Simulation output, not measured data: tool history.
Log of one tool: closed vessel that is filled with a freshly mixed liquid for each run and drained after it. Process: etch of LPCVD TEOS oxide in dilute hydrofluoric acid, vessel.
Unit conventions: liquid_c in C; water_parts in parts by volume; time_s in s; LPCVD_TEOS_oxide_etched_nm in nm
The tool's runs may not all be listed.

{"run": 1, "hour": 0.0, "liquid_c": 23, "water_parts": 60, "time_s": 150, "LPCVD_TEOS_oxide_etched_nm": 43.018}
{"run": 2, "hour": 3.8, "liquid_c": 23.5, "water_parts": 60, "time_s": 150, "LPCVD_TEOS_oxide_etched_nm": 43.974}
{"run": 3, "hour": 5.3, "liquid_c": 20.5, "water_parts": 60, "time_s": 150, "LPCVD_TEOS_oxide_etched_nm": 39.323}
{"run": 4, "hour": 6.0, "liquid_c": 18, "water_parts": 60, "time_s": 150, "LPCVD_TEOS_oxide_etched_nm": 34.914}
{"run": 5, "hour": 12.0, "liquid_c": 20, "water_parts": 60, "time_s": 150, "LPCVD_TEOS_oxide_etched_nm": 38.429}
{"run": 6, "hour": 20.3, "liquid_c": 21, "water_parts": 60, "time_s": 150, "LPCVD_TEOS_oxide_etched_nm": 39.685}

Predict the results of run 7:
{"run": 7, "hour": 28.4, "liquid_c": 22, "water_parts": 60, "time_s": 150, "LPCVD_TEOS_oxide_etched_nm": "?"}

Run 7 came out at LPCVD_TEOS_oxide_etched_nm 41.969 nm.
